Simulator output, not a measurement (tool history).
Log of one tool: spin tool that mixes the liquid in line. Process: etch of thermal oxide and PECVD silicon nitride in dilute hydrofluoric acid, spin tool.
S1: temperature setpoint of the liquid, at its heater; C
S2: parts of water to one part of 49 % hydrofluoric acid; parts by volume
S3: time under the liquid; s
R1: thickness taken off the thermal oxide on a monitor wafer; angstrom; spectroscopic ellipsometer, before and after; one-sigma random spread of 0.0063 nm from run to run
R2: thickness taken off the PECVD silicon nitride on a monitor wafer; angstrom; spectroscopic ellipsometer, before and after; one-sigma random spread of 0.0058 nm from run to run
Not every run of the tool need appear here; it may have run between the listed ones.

run	hour	S1	S2	S3	R1	R2
1	0	23	250	180	27.624	16.92
2	8.8	22	300	170	19.991	12.555
3	11.1	21.5	335	160	15.907	10.179
4	12.4	18.5	335	160	14.004	8.489
5	16.1	18.5	365	150	11.977	7.3368
6	21.6	18.5	365	100	7.9626	4.8704
7	26.2	19	380	105	7.9738	5.1
8	31.9	19	390	105	7.6962	5.1052
9	38.6	19	400	105	7.5586	4.9214

Run 10 has not been measured yet. What should we expect?
10	46.4	19	410	105	?	?

Run 10 produced R1 7.3121 angstrom, R2 4.6576 angstrom.

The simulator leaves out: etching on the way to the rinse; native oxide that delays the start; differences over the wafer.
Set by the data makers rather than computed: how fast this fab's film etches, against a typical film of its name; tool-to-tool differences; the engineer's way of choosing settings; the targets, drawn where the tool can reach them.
